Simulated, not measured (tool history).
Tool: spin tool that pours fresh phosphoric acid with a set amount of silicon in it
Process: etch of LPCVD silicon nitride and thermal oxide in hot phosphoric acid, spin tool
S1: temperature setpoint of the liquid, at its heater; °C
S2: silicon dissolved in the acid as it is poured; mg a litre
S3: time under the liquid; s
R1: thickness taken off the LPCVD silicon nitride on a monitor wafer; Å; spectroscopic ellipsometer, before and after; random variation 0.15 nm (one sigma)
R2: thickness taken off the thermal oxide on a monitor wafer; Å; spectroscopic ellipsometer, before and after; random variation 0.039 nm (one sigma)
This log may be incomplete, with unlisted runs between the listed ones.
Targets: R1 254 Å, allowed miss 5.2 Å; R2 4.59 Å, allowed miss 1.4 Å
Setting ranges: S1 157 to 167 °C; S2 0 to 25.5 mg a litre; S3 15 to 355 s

| run | hour | S1 | S2 | S3 | R1 | R2 |
|---|---|---|---|---|---|---|
| 1 | 0 | 162 | 11 | 180 | 186.82 | 4.7683 |
| 2 | 1.3 | 163 | 11 | 180 | 195.08 | 4.5291 |
| 3 | 5.4 | 164 | 11.5 | 185 | 205.87 | 4.6369 |
| 4 | 11 | 164.5 | 12.5 | 190 | 215.56 | 6.6848 |
| 5 | 18.8 | 164 | 9 | 200 | 223.68 | 6.1294 |
| 6 | 22.5 | 164 | 12.5 | 200 | 222.49 | 5.7114 |
| 7 | 25.1 | 164 | 16 | 205 | 229.44 | 5.2393 |
| 8 | 28.6 | 164.5 | 18.5 | 210 | 237.82 | 4.4333 |
| 9 | 37.1 | 165 | 19 | 210 | 242.82 | 4.8207 |
| 10 | 44.6 | 165.5 | 20 | 210 | 245.66 | 5.4051 |

Next run, 5 choices. One meets every target within its allowed miss, the rest don't. Which?
| A | 52.1 | 161 | 18.5 | 250 | ? | ? |
| B | 52.1 | 167 | 6.5 | 195 | ? | ? |
| C | 52.1 | 167 | 3.5 | 195 | ? | ? |
| D | 52.1 | 164 | 19.5 | 215 | ? | ? |
| E | 52.1 | 167 | 7 | 195 | ? | ? |

| move | R1 | R2 |
|---|---|---|
| A | 253.64 | 4.9423 |
| B | 241.13 | 7.9259 |
| C | 241.13 | 8.4162 |
| D | 240.98 | 5.15 |
| E | 241.13 | 7.8442 |
A: hits every target within its allowed miss
B: its largest miss is bigger than the last run's
C: its largest miss is bigger than the last run's
D: its largest miss is bigger than the last run's
E: its largest miss is bigger than the last run's
Correct choice: A, which meets every target
